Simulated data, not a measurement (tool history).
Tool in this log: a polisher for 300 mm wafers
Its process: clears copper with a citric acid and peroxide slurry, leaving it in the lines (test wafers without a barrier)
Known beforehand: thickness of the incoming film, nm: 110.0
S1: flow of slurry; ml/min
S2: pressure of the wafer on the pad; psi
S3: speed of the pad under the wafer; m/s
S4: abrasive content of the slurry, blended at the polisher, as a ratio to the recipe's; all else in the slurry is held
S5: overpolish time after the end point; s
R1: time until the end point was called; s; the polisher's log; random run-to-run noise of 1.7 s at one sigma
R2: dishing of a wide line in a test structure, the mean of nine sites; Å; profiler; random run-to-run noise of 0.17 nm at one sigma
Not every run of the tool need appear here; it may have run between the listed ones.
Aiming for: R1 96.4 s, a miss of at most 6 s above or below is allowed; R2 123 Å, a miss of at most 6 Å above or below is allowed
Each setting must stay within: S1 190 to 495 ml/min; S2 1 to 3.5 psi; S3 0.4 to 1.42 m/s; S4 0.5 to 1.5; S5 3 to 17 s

run 1 day=0 | S1=320 S2=2.2 S3=0.9 S4=1 S5=9 | R1=57.558 R2=115.81
run 2 day=0.188 | S1=320 S2=1.8 S3=0.88 S4=1 S5=11 | R1=68.814 R2=115.26
run 3 day=0.292 | S1=320 S2=1.6 S3=0.86 S4=1 S5=12 | R1=81.697 R2=115.16
run 4 day=0.646 | S1=320 S2=1.5 S3=0.86 S4=1 S5=13 | R1=82.031 R2=114.31
run 5 day=0.754 | S1=320 S2=1.9 S3=0.86 S4=1 S5=13 | R1=68.113 R2=140.67
run 6 day=0.808 | S1=320 S2=1.9 S3=0.86 S4=1.1 S5=13 | R1=65.766 R2=141.26
run 7 day=1.075 | S1=315 S2=1.7 S3=0.86 S4=1.05 S5=14 | R1=75.425 R2=141.74
run 8 day=1.442 | S1=310 S2=1.6 S3=0.86 S4=1.05 S5=14 | R1=79.382 R2=132.79
run 9 day=1.496 | S1=290 S2=1.5 S3=0.86 S4=1.05 S5=14 | R1=85.625 R2=121.92

Which single option among these 4 for the next run brings every result within its allowed miss of target? Just one does.
run A day=1.55 | S1=220 S2=1.2 S3=1.08 S4=0.65 S5=16 | R1=? R2=?
run B day=1.55 | S1=325 S2=1.6 S3=0.82 S4=0.9 S5=14 | R1=? R2=?
run C day=1.55 | S1=280 S2=1.6 S3=0.9 S4=0.85 S5=12 | R1=? R2=?
run D day=1.55 | S1=380 S2=1.7 S3=0.7 S4=1.15 S5=13 | R1=? R2=?

move=A R1=97.826 R2=122.1
move=B R1=85.951 R2=122.56
move=C R1=82.096 R2=110.64
move=D R1=86.323 R2=114
A: every result within its allowed miss
B: about the same distance from the targets as the last run
C: further off than the last run
D: nearer the targets than the last run, but a result is still out of spec
Answer: A

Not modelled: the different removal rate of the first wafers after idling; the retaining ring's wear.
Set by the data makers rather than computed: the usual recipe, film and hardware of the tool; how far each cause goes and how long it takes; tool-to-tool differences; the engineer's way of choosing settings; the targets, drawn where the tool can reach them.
